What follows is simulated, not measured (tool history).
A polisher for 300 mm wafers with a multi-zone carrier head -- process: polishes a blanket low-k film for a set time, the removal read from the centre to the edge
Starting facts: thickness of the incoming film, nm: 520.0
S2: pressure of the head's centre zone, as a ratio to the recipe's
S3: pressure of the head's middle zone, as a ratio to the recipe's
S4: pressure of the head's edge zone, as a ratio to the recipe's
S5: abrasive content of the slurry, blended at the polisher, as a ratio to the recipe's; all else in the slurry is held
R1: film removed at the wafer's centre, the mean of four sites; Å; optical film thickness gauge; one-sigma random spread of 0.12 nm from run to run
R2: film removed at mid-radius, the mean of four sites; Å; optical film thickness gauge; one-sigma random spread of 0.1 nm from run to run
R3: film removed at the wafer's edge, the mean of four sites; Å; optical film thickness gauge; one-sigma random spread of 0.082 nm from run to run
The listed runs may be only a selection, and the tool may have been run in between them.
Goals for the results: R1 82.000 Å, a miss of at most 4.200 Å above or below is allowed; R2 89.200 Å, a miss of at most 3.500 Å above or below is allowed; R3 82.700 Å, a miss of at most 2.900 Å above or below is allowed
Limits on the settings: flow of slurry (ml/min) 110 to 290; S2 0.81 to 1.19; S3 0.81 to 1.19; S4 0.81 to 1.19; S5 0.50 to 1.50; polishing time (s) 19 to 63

Run 1, day 0.000: flow of slurry (ml/min) 185, S2 1.00, S3 1.00, S4 1.00, S5 1.00, polishing time (s) 41. Result: R1 156.150 Å, R2 151.450 Å, R3 156.470 Å.
Run 2, day 0.071: flow of slurry (ml/min) 185, S2 1.07, S3 1.00, S4 1.00, S5 1.00, polishing time (s) 41. Result: R1 164.890 Å, R2 150.770 Å, R3 154.980 Å.
Run 3, day 0.217: flow of slurry (ml/min) 185, S2 1.07, S3 0.93, S4 1.00, S5 1.00, polishing time (s) 41. Result: R1 163.720 Å, R2 145.520 Å, R3 157.680 Å.
Run 4, day 0.367: flow of slurry (ml/min) 185, S2 1.07, S3 0.96, S4 1.00, S5 1.00, polishing time (s) 41. Result: R1 166.070 Å, R2 147.100 Å, R3 157.910 Å.
Run 5, day 0.533: flow of slurry (ml/min) 180, S2 1.03, S3 0.99, S4 0.97, S5 0.85, polishing time (s) 37. Result: R1 130.430 Å, R2 123.700 Å, R3 125.070 Å.
Run 6, day 0.575: flow of slurry (ml/min) 180, S2 1.03, S3 1.03, S4 0.97, S5 0.85, polishing time (s) 37. Result: R1 130.620 Å, R2 126.530 Å, R3 125.810 Å.
Run 7, day 0.700: flow of slurry (ml/min) 175, S2 1.00, S3 1.03, S4 0.94, S5 0.75, polishing time (s) 36. Result: R1 111.300 Å, R2 115.480 Å, R3 112.210 Å.
Run 8, day 0.729: flow of slurry (ml/min) 175, S2 1.00, S3 1.03, S4 0.91, S5 0.70, polishing time (s) 35. Result: R1 104.600 Å, R2 104.240 Å, R3 102.800 Å.
Run 9, day 0.912: flow of slurry (ml/min) 170, S2 0.98, S3 1.05, S4 0.88, S5 0.65, polishing time (s) 35. Result: R1 96.714 Å, R2 100.590 Å, R3 95.077 Å.
Run 10, day 1.275: flow of slurry (ml/min) 160, S2 0.96, S3 1.05, S4 0.86, S5 0.65, polishing time (s) 35. Result: R1 92.434 Å, R2 99.100 Å, R3 95.271 Å.
Run 11, day 1.633: flow of slurry (ml/min) 160, S2 0.96, S3 1.05, S4 0.86, S5 0.65, polishing time (s) 35. Result: R1 95.387 Å, R2 101.010 Å, R3 93.694 Å.

Exercise: of the 5 proposed moves below, exactly one satisfies all targets within the stated allowed misses. Which move is it?
Run A, day 1.992: flow of slurry (ml/min) 170, S2 0.92, S3 0.95, S4 0.97, S5 0.55, polishing time (s) 36. Result: R1 ?, R2 ?, R3 ?.
Run B, day 1.992: flow of slurry (ml/min) 165, S2 1.16, S3 1.00, S4 0.81, S5 0.70, polishing time (s) 31. Result: R1 ?, R2 ?, R3 ?.
Run C, day 1.992: flow of slurry (ml/min) 180, S2 0.95, S3 0.95, S4 0.89, S5 0.65, polishing time (s) 32. Result: R1 ?, R2 ?, R3 ?.
Run D, day 1.992: flow of slurry (ml/min) 110, S2 1.00, S3 1.10, S4 0.87, S5 0.75, polishing time (s) 30. Result: R1 ?, R2 ?, R3 ?.
Run E, day 1.992: flow of slurry (ml/min) 185, S2 1.01, S3 1.13, S4 0.84, S5 0.70, polishing time (s) 36. Result: R1 ?, R2 ?, R3 ?.

move       R1       R2       R3
   A   77.907   83.003   91.225
   B  101.470   89.295   87.552
   C   82.584   85.082   89.997
   D   79.717   89.451   85.330
   E  104.900  117.490  104.460
A: gains on the last run, yet a result remains outside its allowed miss
B: further off than the last run
C: gains on the last run, yet a result remains outside its allowed miss
D: hits every target within its allowed miss
E: further off than the last run
D meets every target.
